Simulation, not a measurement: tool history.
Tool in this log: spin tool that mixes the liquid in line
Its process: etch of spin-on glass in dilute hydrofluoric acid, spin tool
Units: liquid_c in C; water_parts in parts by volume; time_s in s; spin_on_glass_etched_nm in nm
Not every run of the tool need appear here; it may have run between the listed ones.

{"run": 1, "day": 0.0, "liquid_c": 23, "water_parts": 245, "time_s": 60, "spin_on_glass_etched_nm": 5.4529}
{"run": 2, "day": 0.317, "liquid_c": 23, "water_parts": 315, "time_s": 60, "spin_on_glass_etched_nm": 3.998}
{"run": 3, "day": 0.433, "liquid_c": 19.5, "water_parts": 315, "time_s": 60, "spin_on_glass_etched_nm": 3.547}
{"run": 4, "day": 0.783, "liquid_c": 21.5, "water_parts": 295, "time_s": 60, "spin_on_glass_etched_nm": 4.1224}
{"run": 5, "day": 1.096, "liquid_c": 23, "water_parts": 280, "time_s": 60, "spin_on_glass_etched_nm": 4.6148}
{"run": 6, "day": 1.329, "liquid_c": 23, "water_parts": 245, "time_s": 60, "spin_on_glass_etched_nm": 5.5209}
{"run": 7, "day": 1.688, "liquid_c": 24.5, "water_parts": 240, "time_s": 60, "spin_on_glass_etched_nm": 5.8985}
{"run": 8, "day": 1.838, "liquid_c": 25.5, "water_parts": 235, "time_s": 60, "spin_on_glass_etched_nm": 6.3001}
{"run": 9, "day": 2.096, "liquid_c": 26.5, "water_parts": 235, "time_s": 60, "spin_on_glass_etched_nm": 6.5374}

Predict the results of run 10:
{"run": 10, "day": 2.462, "liquid_c": 27, "water_parts": 235, "time_s": 60, "spin_on_glass_etched_nm": "?"}

{"run 10": {"spin_on_glass_etched_nm": 6.6303}}

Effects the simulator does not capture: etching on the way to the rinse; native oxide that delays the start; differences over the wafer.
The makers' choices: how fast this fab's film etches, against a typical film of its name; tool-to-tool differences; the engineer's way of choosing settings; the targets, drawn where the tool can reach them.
